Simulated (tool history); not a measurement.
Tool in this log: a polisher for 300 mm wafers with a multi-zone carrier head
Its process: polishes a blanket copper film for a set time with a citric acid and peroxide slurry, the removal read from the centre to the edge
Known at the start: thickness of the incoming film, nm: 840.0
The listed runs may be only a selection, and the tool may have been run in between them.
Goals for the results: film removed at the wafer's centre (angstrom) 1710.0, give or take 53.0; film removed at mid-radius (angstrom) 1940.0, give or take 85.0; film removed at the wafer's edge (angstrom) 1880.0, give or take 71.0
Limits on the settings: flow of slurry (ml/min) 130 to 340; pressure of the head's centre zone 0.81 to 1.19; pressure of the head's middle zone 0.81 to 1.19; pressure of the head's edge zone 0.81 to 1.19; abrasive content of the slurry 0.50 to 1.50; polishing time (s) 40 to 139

| run | hour | flow of slurry (ml/min) | pressure of the head's centre zone | pressure of the head's middle zone | pressure of the head's edge zone | abrasive content of the slurry | polishing time (s) | film removed at the wafer's centre (angstrom) | film removed at mid-radius (angstrom) | film removed at the wafer's edge (angstrom) |
|---|---|---|---|---|---|---|---|---|---|---|
| 1 | 0.0 | 220 | 1.00 | 1.00 | 1.00 | 1.00 | 89 | 1986.7 | 1987.7 | 2013.2 |
| 2 | 7.5 | 215 | 0.99 | 1.00 | 0.99 | 1.00 | 89 | 1974.2 | 1996.1 | 1984.4 |
| 3 | 11.9 | 215 | 0.99 | 1.00 | 0.99 | 1.00 | 75 | 1660.3 | 1690.2 | 1656.5 |
| 4 | 13.6 | 220 | 0.99 | 1.01 | 1.01 | 1.00 | 75 | 1656.3 | 1715.7 | 1716.5 |
| 5 | 19.0 | 255 | 0.99 | 1.01 | 1.01 | 1.00 | 75 | 1717.2 | 1769.3 | 1700.5 |
| 6 | 25.1 | 255 | 0.99 | 1.01 | 1.01 | 1.00 | 64 | 1430.1 | 1476.3 | 1464.2 |
| 7 | 26.5 | 275 | 0.98 | 1.11 | 1.11 | 1.25 | 70 | 1640.2 | 1830.3 | 1752.3 |
| 8 | 28.1 | 275 | 0.98 | 1.11 | 1.12 | 1.25 | 70 | 1647.2 | 1841.5 | 1732.6 |
|  | 36.9 | worn pad replaced by a new one |
| 9 | 36.9 | 275 | 0.98 | 1.11 | 1.12 | 1.30 | 70 | 1798.0 | 2043.4 | 1931.7 |
| 10 | 39.3 | 275 | 0.98 | 1.11 | 1.13 | 1.30 | 70 | 1814.3 | 2036.5 | 1950.4 |
| 11 | 42.2 | 270 | 0.98 | 1.11 | 1.13 | 1.30 | 70 | 1789.1 | 2037.5 | 1924.5 |
| 12 | 50.4 | 275 | 0.98 | 1.11 | 1.13 | 1.30 | 70 | 1787.6 | 2009.2 | 1899.7 |

Exactly one of the 4 candidate moves below puts every result within its allowed miss. Which one?
| A | 58.6 | 270 | 0.92 | 0.99 | 1.18 | 1.20 | 68 | ? | ? | ? |
| B | 58.6 | 245 | 0.99 | 1.14 | 1.19 | 1.40 | 66 | ? | ? | ? |
| C | 58.6 | 305 | 0.98 | 1.10 | 1.19 | 1.35 | 60 | ? | ? | ? |
| D | 58.6 | 290 | 1.06 | 0.95 | 1.13 | 1.25 | 69 | ? | ? | ? |

| move | film removed at the wafer's centre (angstrom) | film removed at mid-radius (angstrom) | film removed at the wafer's edge (angstrom) |
|---|---|---|---|
| A | 1617.5 | 1738.8 | 1868.0 |
| B | 1727.9 | 1944.6 | 1861.3 |
| C | 1576.6 | 1735.3 | 1705.6 |
| D | 1921.2 | 1727.7 | 1880.1 |
A: takes the result that was furthest off past its target
B: every result within its allowed miss
C: takes the result that was furthest off past its target
D: further off than the last run
Go with B: it meets all targets.
